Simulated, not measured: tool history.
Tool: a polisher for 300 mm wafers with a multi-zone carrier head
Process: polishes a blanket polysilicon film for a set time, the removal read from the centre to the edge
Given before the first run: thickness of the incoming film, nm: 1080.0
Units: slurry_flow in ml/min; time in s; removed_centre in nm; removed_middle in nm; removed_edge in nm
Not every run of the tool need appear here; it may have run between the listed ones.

run 1 hour=0 | slurry_flow=245 centre_zone=1 middle_zone=1 edge_zone=1 time=55 | removed_centre=306.11 removed_middle=313.52 removed_edge=321.61
run 2 hour=5.1 | slurry_flow=245 centre_zone=1 middle_zone=1 edge_zone=1 time=46 | removed_centre=254.22 removed_middle=262.28 removed_edge=262.55
run 3 hour=5.8 | slurry_flow=245 centre_zone=1 middle_zone=1 edge_zone=1 time=59 | removed_centre=329.04 removed_middle=335.27 removed_edge=334.32
run 4 hour=6.4 | slurry_flow=245 centre_zone=1 middle_zone=1 edge_zone=0.95 time=59 | removed_centre=326.05 removed_middle=341.86 removed_edge=329.4
run 5 hour=15.1 | slurry_flow=235 centre_zone=0.99 middle_zone=0.96 edge_zone=0.91 time=53 | removed_centre=289.43 removed_middle=288.93 removed_edge=292.92
run 6 hour=23.5 | slurry_flow=235 centre_zone=1.03 middle_zone=0.96 edge_zone=0.91 time=53 | removed_centre=301.91 removed_middle=292 removed_edge=293.42
run 7 hour=29.6 | slurry_flow=240 centre_zone=1 middle_zone=0.96 edge_zone=0.89 time=49 | removed_centre=271.72 removed_middle=271.41 removed_edge=267.22
run 8 hour=35.2 | slurry_flow=245 centre_zone=0.97 middle_zone=0.95 edge_zone=0.87 time=46 | removed_centre=245.21 removed_middle=252.08 removed_edge=247.15
run 9 hour=38.6 | slurry_flow=250 centre_zone=0.96 middle_zone=0.94 edge_zone=0.85 time=45 | removed_centre=240.57 removed_middle=242.28 removed_edge=243.37
run 10 hour=39.4 | slurry_flow=245 centre_zone=0.95 middle_zone=0.94 edge_zone=0.84 time=44 | removed_centre=233.12 removed_middle=239.02 removed_edge=234.36

For run 11, what comes out?
run 11 hour=47.4 | slurry_flow=235 centre_zone=0.94 middle_zone=0.94 edge_zone=0.83 time=44 | removed_centre=? removed_middle=? removed_edge=?

Run 11 yielded removed_centre 228.88 nm, removed_middle 238.27 nm, removed_edge 230.44 nm.
